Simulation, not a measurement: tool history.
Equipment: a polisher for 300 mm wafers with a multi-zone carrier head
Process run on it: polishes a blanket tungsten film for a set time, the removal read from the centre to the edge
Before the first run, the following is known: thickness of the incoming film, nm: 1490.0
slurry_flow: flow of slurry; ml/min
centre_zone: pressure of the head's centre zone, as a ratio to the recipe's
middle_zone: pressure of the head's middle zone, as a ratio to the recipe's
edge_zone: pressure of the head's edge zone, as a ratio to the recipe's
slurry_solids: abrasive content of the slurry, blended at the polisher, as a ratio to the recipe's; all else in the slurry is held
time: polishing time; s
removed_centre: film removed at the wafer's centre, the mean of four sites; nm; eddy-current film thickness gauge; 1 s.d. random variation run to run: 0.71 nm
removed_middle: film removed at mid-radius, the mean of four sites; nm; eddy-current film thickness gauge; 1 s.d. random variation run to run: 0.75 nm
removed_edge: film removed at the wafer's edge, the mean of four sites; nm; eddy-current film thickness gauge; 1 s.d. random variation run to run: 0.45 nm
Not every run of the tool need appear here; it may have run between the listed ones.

| run | hour | slurry_flow | centre_zone | middle_zone | edge_zone | slurry_solids | time | removed_centre | removed_middle | removed_edge |
|---|---|---|---|---|---|---|---|---|---|---|
| 1 | 0 | 200 | 1 | 1 | 1 | 1 | 35 | 69.26 | 70.717 | 69.669 |
| 2 | 5 | 195 | 1.01 | 0.97 | 0.97 | 0.85 | 34 | 66.557 | 66.041 | 64.572 |
| 3 | 11.2 | 195 | 0.96 | 0.97 | 0.97 | 0.85 | 34 | 62.601 | 64.206 | 64.705 |
| 4 | 18 | 195 | 0.96 | 0.97 | 0.97 | 0.65 | 34 | 59.518 | 61.891 | 60.565 |
| 5 | 19 | 190 | 0.98 | 0.93 | 0.95 | 0.6 | 33 | 58.185 | 56.354 | 58.273 |
| 6 | 22.2 | 190 | 0.9 | 0.93 | 0.95 | 0.6 | 33 | 53.299 | 56.807 | 58.348 |
| 7 | 23.9 | 190 | 0.94 | 0.92 | 0.92 | 0.55 | 33 | 56.014 | 54.978 | 56.125 |
| 8 | 26.2 | 185 | 0.95 | 0.91 | 0.9 | 0.55 | 33 | 56.222 | 54.883 | 56.478 |
| 9 | 27.2 | 185 | 0.97 | 0.9 | 0.89 | 0.55 | 33 | 56.382 | 54.33 | 55.951 |
| 10 | 31.2 | 185 | 0.99 | 0.89 | 0.88 | 0.55 | 33 | 57.288 | 54.122 | 56.14 |
|  | 35 | worn pad replaced by a new one |
| 11 | 35 | 185 | 1.01 | 0.88 | 0.87 | 0.55 | 33 | 65.787 | 59.403 | 61.369 |

Run 12 comes next. What will it give?
| 12 | 38 | 180 | 1.02 | 0.88 | 0.86 | 0.55 | 32 | ? | ? | ? |

removed_centre: 64.936 nm
removed_middle: 56.862 nm
removed_edge: 59.1 nm
